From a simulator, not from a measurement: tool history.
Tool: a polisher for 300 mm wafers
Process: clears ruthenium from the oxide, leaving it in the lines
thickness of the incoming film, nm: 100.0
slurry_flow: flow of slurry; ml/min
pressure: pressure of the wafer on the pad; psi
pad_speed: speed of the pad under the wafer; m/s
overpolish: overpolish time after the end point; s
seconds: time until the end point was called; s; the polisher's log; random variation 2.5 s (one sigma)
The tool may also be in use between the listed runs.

run 1 hour=0 | slurry_flow=230 pressure=2.1 pad_speed=0.84 overpolish=43 | seconds=114.48
run 2 hour=4.4 | slurry_flow=230 pressure=1.8 pad_speed=0.84 overpolish=43 | seconds=121.03
run 3 hour=13 | slurry_flow=230 pressure=2.1 pad_speed=0.84 overpolish=43 | seconds=114.22
run 4 hour=15.9 | slurry_flow=230 pressure=1.8 pad_speed=0.78 overpolish=43 | seconds=129.87
run 5 hour=22.2 | slurry_flow=205 pressure=1.8 pad_speed=0.78 overpolish=43 | seconds=129.59
run 6 hour=29.4 | slurry_flow=205 pressure=1.8 pad_speed=0.88 overpolish=43 | seconds=120.76
run 7 hour=37 | slurry_flow=200 pressure=1.6 pad_speed=0.82 overpolish=43 | seconds=132.42

The next listed run, before its measurement:
run 8 hour=41.9 | slurry_flow=200 pressure=1.4 pad_speed=0.76 overpolish=43 | seconds=?

seconds: 154.01 s

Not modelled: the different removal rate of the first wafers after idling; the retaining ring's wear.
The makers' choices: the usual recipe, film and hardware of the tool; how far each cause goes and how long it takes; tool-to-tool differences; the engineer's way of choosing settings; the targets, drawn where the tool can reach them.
